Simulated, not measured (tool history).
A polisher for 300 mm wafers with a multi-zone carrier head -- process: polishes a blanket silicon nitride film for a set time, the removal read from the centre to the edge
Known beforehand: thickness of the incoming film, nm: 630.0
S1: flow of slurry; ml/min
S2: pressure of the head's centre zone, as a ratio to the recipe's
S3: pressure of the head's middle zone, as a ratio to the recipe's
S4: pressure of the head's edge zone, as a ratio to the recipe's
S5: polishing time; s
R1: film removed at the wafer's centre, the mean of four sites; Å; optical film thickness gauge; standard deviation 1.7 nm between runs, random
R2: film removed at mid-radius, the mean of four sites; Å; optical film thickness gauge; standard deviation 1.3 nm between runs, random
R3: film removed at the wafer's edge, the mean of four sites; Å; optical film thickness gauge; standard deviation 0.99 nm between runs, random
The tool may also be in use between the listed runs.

run	hour	S1	S2	S3	S4	S5	R1	R2	R3
1	0	300	1	1	1	62	1715.5	1668.4	1816.9
2	6.7	300	0.93	1	1	62	1612.6	1710.5	1797
3	9.5	295	0.99	1	0.93	62	1712.3	1709	1753.8
4	15	295	0.93	1	0.93	62	1614	1685.4	1717.4
5	19.6	295	0.93	1	0.87	62	1609.3	1660.7	1682
6	26.4	295	0.93	1	0.87	50	1323.1	1372.7	1376.7
7	27.5	320	1.02	1.01	0.9	51	1430.4	1406.4	1416.8
8	28.5	350	1.12	0.98	0.92	61	1938.6	1658.3	1741.2
9	33.1	335	1.11	0.97	0.89	61	1871	1642.7	1706.3

For run 10, what comes out?
10	37.1	330	1.12	0.95	0.86	61	?	?	?

{"run 10": {"R1": 1906.2, "R2": 1586.4, "R3": 1667.9}}
